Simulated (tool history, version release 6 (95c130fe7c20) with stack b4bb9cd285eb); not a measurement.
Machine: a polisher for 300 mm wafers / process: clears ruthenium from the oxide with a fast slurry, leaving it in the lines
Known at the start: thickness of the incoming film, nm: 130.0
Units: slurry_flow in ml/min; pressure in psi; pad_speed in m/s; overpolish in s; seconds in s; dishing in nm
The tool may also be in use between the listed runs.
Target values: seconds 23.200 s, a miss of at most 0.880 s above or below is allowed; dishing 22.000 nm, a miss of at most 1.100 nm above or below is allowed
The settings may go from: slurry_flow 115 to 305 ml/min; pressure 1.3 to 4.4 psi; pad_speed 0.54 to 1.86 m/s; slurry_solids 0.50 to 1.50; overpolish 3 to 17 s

Run 1, day 0.000: slurry_flow 195 ml/min, pressure 2.8 psi, pad_speed 1.18 m/s, slurry_solids 1.00, overpolish 9 s. Result: seconds 24.287 s, dishing 34.471 nm.
Run 2, day 0.333: slurry_flow 200 ml/min, pressure 2.8 psi, pad_speed 1.18 m/s, slurry_solids 1.00, overpolish 7 s. Result: seconds 24.163 s, dishing 28.752 nm.
Run 3, day 0.596: slurry_flow 200 ml/min, pressure 2.8 psi, pad_speed 1.18 m/s, slurry_solids 1.10, overpolish 7 s. Result: seconds 23.125 s, dishing 29.036 nm.
Run 4, day 0.692: slurry_flow 200 ml/min, pressure 2.8 psi, pad_speed 1.42 m/s, slurry_solids 1.10, overpolish 7 s. Result: seconds 19.607 s, dishing 33.666 nm.
Run 5, day 1.050: slurry_flow 205 ml/min, pressure 2.6 psi, pad_speed 1.42 m/s, slurry_solids 1.15, overpolish 6 s. Result: seconds 20.256 s, dishing 28.400 nm.
Run 6, day 1.192: slurry_flow 205 ml/min, pressure 2.6 psi, pad_speed 1.42 m/s, slurry_solids 1.25, overpolish 6 s. Result: seconds 19.551 s, dishing 28.799 nm.
Run 7, day 1.554: slurry_flow 205 ml/min, pressure 2.4 psi, pad_speed 1.42 m/s, slurry_solids 1.25, overpolish 6 s. Result: seconds 20.831 s, dishing 28.240 nm.
Run 8, day 1.604: slurry_flow 205 ml/min, pressure 2.1 psi, pad_speed 1.40 m/s, slurry_solids 1.25, overpolish 3 s. Result: seconds 22.971 s, dishing 14.557 nm.
Run 9, day 1.704: slurry_flow 205 ml/min, pressure 2.1 psi, pad_speed 1.40 m/s, slurry_solids 1.25, overpolish 3 s. Result: seconds 22.783 s, dishing 14.223 nm.
Run 10, day 1.883: slurry_flow 200 ml/min, pressure 2.1 psi, pad_speed 1.38 m/s, slurry_solids 1.25, overpolish 4 s. Result: seconds 23.083 s, dishing 17.943 nm.
Run 11, day 2.000: slurry_flow 200 ml/min, pressure 2.1 psi, pad_speed 1.38 m/s, slurry_solids 1.25, overpolish 4 s. Result: seconds 22.818 s, dishing 17.873 nm.

Pick the move, out of 4, that brings all results within their allowed miss; only one does.
Run A, day 2.117: slurry_flow 210 ml/min, pressure 1.9 psi, pad_speed 1.46 m/s, slurry_solids 1.25, overpolish 5 s. Result: seconds ?, dishing ?.
Run B, day 2.117: slurry_flow 215 ml/min, pressure 1.6 psi, pad_speed 1.50 m/s, slurry_solids 1.10, overpolish 6 s. Result: seconds ?, dishing ?.
Run C, day 2.117: slurry_flow 195 ml/min, pressure 2.6 psi, pad_speed 1.20 m/s, slurry_solids 1.45, overpolish 3 s. Result: seconds ?, dishing ?.
Run D, day 2.117: slurry_flow 225 ml/min, pressure 1.8 psi, pad_speed 1.28 m/s, slurry_solids 1.45, overpolish 5 s. Result: seconds ?, dishing ?.

move  seconds  dishing
   A   23.197   22.029
   B   25.811   23.494
   C   22.271   14.531
   D   25.865   20.050
A: all results land within tolerance of their targets
B: takes the result that was furthest off past its target
C: further off than the last run
D: closer than the last run, but not yet in spec
Move A is the one to make.
